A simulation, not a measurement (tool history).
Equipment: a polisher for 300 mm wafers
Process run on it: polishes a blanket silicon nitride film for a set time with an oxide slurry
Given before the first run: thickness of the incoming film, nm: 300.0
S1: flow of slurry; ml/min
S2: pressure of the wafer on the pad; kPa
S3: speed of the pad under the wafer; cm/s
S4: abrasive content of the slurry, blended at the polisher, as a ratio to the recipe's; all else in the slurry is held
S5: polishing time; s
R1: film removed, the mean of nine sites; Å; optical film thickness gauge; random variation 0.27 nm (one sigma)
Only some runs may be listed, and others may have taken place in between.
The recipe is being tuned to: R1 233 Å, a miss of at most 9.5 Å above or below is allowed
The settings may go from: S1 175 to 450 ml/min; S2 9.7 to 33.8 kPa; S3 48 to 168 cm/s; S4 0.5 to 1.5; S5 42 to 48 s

run,hour,S1,S2,S3,S4,S5,R1
1,0,290,21.4,108,1,48,326.3
2,8.6,290,20,108,1,48,303.92
3,14.4,290,15.9,108,1,48,258.99
4,17.1,290,15.9,108,1,48,262.3
5,19.2,290,15.9,126,1,48,284.35
6,22.4,340,15.9,126,1,48,293.67
7,26.8,340,15.2,126,1,48,279.17
8,33.5,340,14.5,126,1,48,274.04
9,35.8,340,13.8,126,1,48,268.51
10,38,340,13.8,126,1,48,259.56
11,39.6,340,13.1,126,1,48,255.87
# hour 42.9: slurry nozzle cleaned
12,42.9,340,11.7,126,1,48,247.56
13,46.6,340,9.7,126,1,48,218.43

Below are 4 possible settings for the next run. Only one of them brings all results inside the allowed miss of their targets. Which is it?
A,50.3,315,11,134,0.95,47,?
B,50.3,265,13.1,104,0.8,48,?
C,50.3,295,11,126,0.9,42,?
D,50.3,330,10.3,132,0.9,44,?

move,R1
A,238.86
B,211.99
C,199.47
D,209.16
A: hits every target within its allowed miss
B: lands further from the targets than the last run did
C: lands further from the targets than the last run did
D: lands further from the targets than the last run did
Go with A: it meets all targets.
